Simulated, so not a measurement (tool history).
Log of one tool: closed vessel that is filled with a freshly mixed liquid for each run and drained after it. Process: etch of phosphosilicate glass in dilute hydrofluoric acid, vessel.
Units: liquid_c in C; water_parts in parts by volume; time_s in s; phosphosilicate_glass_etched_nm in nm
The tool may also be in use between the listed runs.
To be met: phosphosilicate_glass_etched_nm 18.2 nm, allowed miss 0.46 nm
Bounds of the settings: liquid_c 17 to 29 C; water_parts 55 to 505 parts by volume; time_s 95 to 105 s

| run | hour | liquid_c | water_parts | time_s | phosphosilicate_glass_etched_nm |
|---|---|---|---|---|---|
| 1 | 0 | 21 | 280 | 95 | 25.902 |
| 2 | 5.3 | 20.5 | 285 | 95 | 24.981 |
| 3 | 8.2 | 20.5 | 285 | 95 | 24.628 |
| 4 | 14.5 | 20 | 290 | 95 | 24.024 |
|  | 19.8 | thermometer replaced |
| 5 | 19.8 | 20 | 290 | 95 | 21.843 |
| 6 | 23.9 | 23 | 290 | 95 | 24.221 |
| 7 | 30.2 | 22.5 | 295 | 95 | 23.47 |
| 8 | 39.2 | 22 | 300 | 95 | 22.265 |
| 9 | 42.9 | 22 | 305 | 95 | 21.83 |
| 10 | 46.9 | 21.5 | 310 | 95 | 21.297 |
| 11 | 49.8 | 21 | 315 | 95 | 20.544 |

Which of these 5 next moves meets every target?
| A | 52.7 | 22 | 350 | 100 | ? |
| B | 52.7 | 23.5 | 380 | 100 | ? |
| C | 52.7 | 18.5 | 285 | 105 | ? |
| D | 52.7 | 21.5 | 330 | 95 | ? |
| E | 52.7 | 20.5 | 325 | 95 | ? |

| move | phosphosilicate_glass_etched_nm |
|---|---|
| A | 19.314 |
| B | 18.224 |
| C | 23.252 |
| D | 19.47 |
| E | 19.165 |
A: nearer than the last run, and not there yet
B: meets every target
C: further off than the last run
D: nearer than the last run, and not there yet
E: nearer than the last run, and not there yet
The right move is B.

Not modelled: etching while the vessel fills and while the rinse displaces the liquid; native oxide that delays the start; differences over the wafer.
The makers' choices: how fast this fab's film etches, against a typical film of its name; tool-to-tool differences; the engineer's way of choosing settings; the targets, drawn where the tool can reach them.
